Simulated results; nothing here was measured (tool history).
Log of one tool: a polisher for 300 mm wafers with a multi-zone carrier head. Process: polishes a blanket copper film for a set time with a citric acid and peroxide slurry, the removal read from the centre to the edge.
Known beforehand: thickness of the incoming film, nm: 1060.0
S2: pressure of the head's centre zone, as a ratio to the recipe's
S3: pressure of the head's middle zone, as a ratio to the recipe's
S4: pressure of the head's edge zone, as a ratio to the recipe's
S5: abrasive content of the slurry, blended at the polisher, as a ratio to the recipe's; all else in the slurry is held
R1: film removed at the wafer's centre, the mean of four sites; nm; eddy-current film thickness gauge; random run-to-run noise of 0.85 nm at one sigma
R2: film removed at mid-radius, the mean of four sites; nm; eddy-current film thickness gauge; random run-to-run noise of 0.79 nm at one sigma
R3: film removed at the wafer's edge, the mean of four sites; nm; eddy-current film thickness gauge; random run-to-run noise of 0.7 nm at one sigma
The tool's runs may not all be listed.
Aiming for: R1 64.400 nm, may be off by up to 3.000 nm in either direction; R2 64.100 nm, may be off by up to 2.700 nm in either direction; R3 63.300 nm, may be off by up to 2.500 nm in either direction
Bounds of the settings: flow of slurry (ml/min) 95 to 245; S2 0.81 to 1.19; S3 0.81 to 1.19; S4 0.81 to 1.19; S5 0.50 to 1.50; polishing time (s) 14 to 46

Run 1, day 0.000: flow of slurry (ml/min) 155, S2 1.00, S3 1.00, S4 1.00, S5 1.00, polishing time (s) 30. Result: R1 85.647 nm, R2 85.873 nm, R3 86.810 nm.
Run 2, day 0.246: flow of slurry (ml/min) 150, S2 0.99, S3 0.99, S4 0.97, S5 0.85, polishing time (s) 29. Result: R1 79.071 nm, R2 77.800 nm, R3 79.214 nm.
Run 3, day 0.283: flow of slurry (ml/min) 150, S2 0.99, S3 0.99, S4 1.04, S5 0.85, polishing time (s) 29. Result: R1 80.714 nm, R2 78.063 nm, R3 81.168 nm.
Run 4, day 0.338: flow of slurry (ml/min) 145, S2 0.98, S3 1.00, S4 1.01, S5 0.75, polishing time (s) 28. Result: R1 71.427 nm, R2 73.046 nm, R3 73.955 nm.
Run 5, day 0.533: flow of slurry (ml/min) 145, S2 0.98, S3 1.07, S4 1.01, S5 0.75, polishing time (s) 28. Result: R1 72.416 nm, R2 76.795 nm, R3 73.334 nm.
Run 6, day 0.704: flow of slurry (ml/min) 145, S2 0.98, S3 1.07, S4 1.01, S5 0.75, polishing time (s) 33. Result: R1 84.547 nm, R2 89.625 nm, R3 88.728 nm.
Run 7, day 0.892: flow of slurry (ml/min) 145, S2 0.99, S3 1.05, S4 1.00, S5 0.70, polishing time (s) 31. Result: R1 77.914 nm, R2 80.719 nm, R3 79.970 nm.
Run 8, day 1.204: flow of slurry (ml/min) 140, S2 1.00, S3 1.04, S4 0.98, S5 0.65, polishing time (s) 30. Result: R1 73.159 nm, R2 75.103 nm, R3 74.668 nm.
Run 9, day 1.362: flow of slurry (ml/min) 135, S2 1.01, S3 1.04, S4 0.95, S5 0.60, polishing time (s) 30. Result: R1 71.129 nm, R2 71.689 nm, R3 70.023 nm.
Run 10, day 1.438: flow of slurry (ml/min) 125, S2 1.01, S3 1.03, S4 0.93, S5 0.60, polishing time (s) 30. Result: R1 72.138 nm, R2 72.289 nm, R3 69.202 nm.
Run 11, day 1.742: flow of slurry (ml/min) 125, S2 1.00, S3 1.01, S4 0.92, S5 0.55, polishing time (s) 30. Result: R1 67.327 nm, R2 67.649 nm, R3 65.304 nm.

Next run, 5 choices. One meets every target within its allowed miss, the rest don't. Which?
Run A, day 2.046: flow of slurry (ml/min) 135, S2 0.93, S3 0.91, S4 0.96, S5 0.50, polishing time (s) 32. Result: R1 ?, R2 ?, R3 ?.
Run B, day 2.046: flow of slurry (ml/min) 125, S2 0.89, S3 0.97, S4 0.99, S5 0.60, polishing time (s) 28. Result: R1 ?, R2 ?, R3 ?.
Run C, day 2.046: flow of slurry (ml/min) 125, S2 1.07, S3 0.94, S4 1.06, S5 0.50, polishing time (s) 31. Result: R1 ?, R2 ?, R3 ?.
Run D, day 2.046: flow of slurry (ml/min) 110, S2 1.08, S3 0.96, S4 1.04, S5 0.55, polishing time (s) 30. Result: R1 ?, R2 ?, R3 ?.
Run E, day 2.046: flow of slurry (ml/min) 150, S2 0.99, S3 1.01, S4 0.95, S5 0.65, polishing time (s) 26. Result: R1 ?, R2 ?, R3 ?.

move      R1      R2      R3
   A  64.367  62.982  69.028
   B  57.834  62.497  66.104
   C  70.704  61.758  69.442
   D  70.413  62.214  68.582
   E  64.096  64.054  63.616
A: brings the result that was furthest off to its target, and leaves another outside
B: brings the result that was furthest off to its target, and leaves another outside
C: brings the result that was furthest off to its target, and leaves another outside
D: brings the result that was furthest off to its target, and leaves another outside
E: every result within its allowed miss
E is the move that brings every result within its allowed miss.

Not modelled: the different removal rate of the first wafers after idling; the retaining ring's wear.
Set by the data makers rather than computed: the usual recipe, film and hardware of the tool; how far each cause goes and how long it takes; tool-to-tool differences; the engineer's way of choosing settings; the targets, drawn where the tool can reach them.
